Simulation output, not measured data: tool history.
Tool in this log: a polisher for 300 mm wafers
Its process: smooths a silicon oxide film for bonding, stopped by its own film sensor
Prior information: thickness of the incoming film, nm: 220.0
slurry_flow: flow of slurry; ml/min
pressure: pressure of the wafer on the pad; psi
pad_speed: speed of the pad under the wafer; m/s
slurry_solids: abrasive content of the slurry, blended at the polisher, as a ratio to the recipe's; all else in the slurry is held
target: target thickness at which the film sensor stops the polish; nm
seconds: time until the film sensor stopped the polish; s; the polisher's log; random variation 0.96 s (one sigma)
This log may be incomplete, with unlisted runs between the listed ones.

run,hour,slurry_flow,pressure,pad_speed,slurry_solids,target,seconds
1,0.0,240,2.4,0.76,1.00,193,44.834
2,6.4,240,2.4,0.76,1.10,193,41.877
3,8.0,190,2.4,0.76,1.10,193,43.347
4,9.4,190,2.2,0.74,1.10,193,47.513
5,11.1,190,2.2,0.74,0.95,193,52.873
6,13.4,190,2.5,0.74,0.95,193,45.731

Run 7 comes next. What will it give?
7,17.6,190,2.3,0.74,0.95,193,?

{"run 7": {"seconds": 49.437}}
